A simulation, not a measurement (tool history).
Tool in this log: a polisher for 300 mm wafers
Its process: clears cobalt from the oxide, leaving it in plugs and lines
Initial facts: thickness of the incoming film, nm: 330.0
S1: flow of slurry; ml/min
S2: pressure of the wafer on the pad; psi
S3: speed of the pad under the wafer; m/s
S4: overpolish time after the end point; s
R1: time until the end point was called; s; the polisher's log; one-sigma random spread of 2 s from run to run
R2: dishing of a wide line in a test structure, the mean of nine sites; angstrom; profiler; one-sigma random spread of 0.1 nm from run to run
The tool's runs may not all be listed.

run  hour   S1   S2    S3  S4       R1       R2
  1   0.0  155  1.9  0.94  10   80.160  268.060
  2   3.7  155  1.8  0.88   9   89.296  236.810
  3  10.9  155  1.5  0.88   9  103.940  210.330
  4  14.9  155  1.5  0.88   7  104.890  173.590
  5  15.5  155  1.5  0.76   7  122.600  156.040
  6  20.6  155  1.9  0.76   7  100.980  182.720
  7  24.4  160  1.8  0.74   7  106.590  174.430
  8  28.6  165  1.7  0.70   7  117.510  159.230
  9  32.7  170  1.6  0.68   7  124.150  149.260
 10  35.6  170  1.5  0.66   7  134.270  144.860
 11  41.1  175  1.4  0.64   7  149.470  129.910

Run 12 is up next; what results do you expect?
 12  41.9  220  0.9  0.52   3   ?   ?

{"run 12": {"R1": 245.86, "R2": 38.612}}
